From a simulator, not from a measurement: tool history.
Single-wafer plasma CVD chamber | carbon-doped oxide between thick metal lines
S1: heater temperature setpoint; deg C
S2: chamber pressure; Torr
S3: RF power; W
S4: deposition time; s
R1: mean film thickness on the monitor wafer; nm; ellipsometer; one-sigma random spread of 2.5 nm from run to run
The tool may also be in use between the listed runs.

| run | day | S1 | S2 | S3 | S4 | R1 |
|---|---|---|---|---|---|---|
| 1 | 0.000 | 350 | 4.60 | 640 | 96.4 | 545.54 |
| 2 | 0.254 | 350 | 4.60 | 640 | 99.4 | 565.03 |
| 3 | 0.329 | 350 | 4.60 | 640 | 99.4 | 556.36 |
| 4 | 0.358 | 351 | 4.38 | 610 | 99.1 | 529.77 |
| 5 | 0.496 | 353 | 4.08 | 605 | 99.1 | 532.83 |
| 6 | 0.775 | 346 | 4.08 | 605 | 99.1 | 531.62 |

What will run 7 give?
| 7 | 0.962 | 346 | 4.01 | 580 | 98.9 | ? |

R1: 513.12 nm
